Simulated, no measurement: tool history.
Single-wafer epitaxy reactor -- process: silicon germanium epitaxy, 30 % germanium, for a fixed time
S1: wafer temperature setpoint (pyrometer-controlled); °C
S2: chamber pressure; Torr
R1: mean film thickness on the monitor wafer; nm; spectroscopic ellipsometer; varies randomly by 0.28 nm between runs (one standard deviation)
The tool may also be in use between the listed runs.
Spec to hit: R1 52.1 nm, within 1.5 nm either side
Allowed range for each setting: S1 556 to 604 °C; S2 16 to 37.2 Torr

Run 1, day 0: S1 580 °C, S2 26.6 Torr. Result: R1 44.94 nm.
Run 2, day 0.192: S1 582 °C, S2 26.7 Torr. Result: R1 46.989 nm.
Run 3, day 0.496: S1 592 °C, S2 26.7 Torr. Result: R1 58.373 nm.
Run 4, day 0.788: S1 592 °C, S2 30.9 Torr. Result: R1 61.246 nm.
Run 5, day 0.942: S1 592 °C, S2 27.2 Torr. Result: R1 59.254 nm.
Run 6, day 1.008: S1 592 °C, S2 30.5 Torr. Result: R1 60.821 nm.
Run 7, day 1.188: S1 591 °C, S2 30.4 Torr. Result: R1 59.322 nm.
Run 8, day 1.362: S1 590 °C, S2 30.3 Torr. Result: R1 58.229 nm.
Run 9, day 1.508: S1 589 °C, S2 30.2 Torr. Result: R1 56.715 nm.
Run 10, day 1.867: S1 588 °C, S2 30.2 Torr. Result: R1 55.916 nm.
Run 11, day 1.896: S1 587 °C, S2 30.2 Torr. Result: R1 54.255 nm.

Which single option among these 5 for the next run brings every result within its allowed miss of target? Just one does.
Run A, day 1.925: S1 588 °C, S2 30.3 Torr. Result: R1 ?.
Run B, day 1.925: S1 583 °C, S2 29.9 Torr. Result: R1 ?.
Run C, day 1.925: S1 588 °C, S2 33 Torr. Result: R1 ?.
Run D, day 1.925: S1 586 °C, S2 27.5 Torr. Result: R1 ?.
Run E, day 1.925: S1 592 °C, S2 27.3 Torr. Result: R1 ?.

move      R1
   A  55.834
   B  49.959
   C  57.204
   D   52.08
   E  59.061
A: misses by more than the last run did
B: moves the result that the last run missed by most past its target, out the other side
C: misses by more than the last run did
D: all results land within tolerance of their targets
E: misses by more than the last run did
D meets every target.
